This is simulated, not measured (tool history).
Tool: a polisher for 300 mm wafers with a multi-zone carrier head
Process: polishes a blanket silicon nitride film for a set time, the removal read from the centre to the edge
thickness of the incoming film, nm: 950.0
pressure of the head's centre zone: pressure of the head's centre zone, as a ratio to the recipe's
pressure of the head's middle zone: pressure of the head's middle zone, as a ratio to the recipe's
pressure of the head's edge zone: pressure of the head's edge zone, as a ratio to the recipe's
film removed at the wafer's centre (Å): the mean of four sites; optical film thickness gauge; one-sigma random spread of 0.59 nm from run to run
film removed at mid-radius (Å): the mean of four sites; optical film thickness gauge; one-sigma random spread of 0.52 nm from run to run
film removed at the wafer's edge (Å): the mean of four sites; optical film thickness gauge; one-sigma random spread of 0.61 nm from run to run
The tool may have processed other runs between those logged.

| run | hour | flow of slurry (ml/min) | pressure of the head's centre zone | pressure of the head's middle zone | pressure of the head's edge zone | polishing time (s) | film removed at the wafer's centre (Å) | film removed at mid-radius (Å) | film removed at the wafer's edge (Å) |
|---|---|---|---|---|---|---|---|---|---|
| 1 | 0.0 | 130 | 1.00 | 1.00 | 1.00 | 35 | 731.12 | 694.20 | 656.95 |
| 2 | 3.0 | 130 | 1.00 | 1.00 | 1.00 | 38 | 768.75 | 743.41 | 719.78 |
| 3 | 11.6 | 130 | 1.00 | 1.00 | 1.04 | 38 | 798.67 | 737.22 | 727.15 |
| 4 | 20.5 | 130 | 0.93 | 1.00 | 1.04 | 38 | 733.02 | 744.78 | 743.92 |
| 5 | 24.4 | 130 | 0.93 | 1.00 | 1.04 | 31 | 595.40 | 602.78 | 592.45 |
| 6 | 31.3 | 130 | 0.93 | 1.05 | 1.04 | 31 | 593.84 | 646.52 | 605.89 |

Estimate the outcome of run 7 from the log above:
| 7 | 33.9 | 95 | 0.94 | 0.95 | 1.02 | 29 | ? | ? | ? |

{"run 7": {"film removed at the wafer's centre (Å)": 514.6, "film removed at mid-radius (Å)": 494.52, "film removed at the wafer's edge (Å)": 510.4}}

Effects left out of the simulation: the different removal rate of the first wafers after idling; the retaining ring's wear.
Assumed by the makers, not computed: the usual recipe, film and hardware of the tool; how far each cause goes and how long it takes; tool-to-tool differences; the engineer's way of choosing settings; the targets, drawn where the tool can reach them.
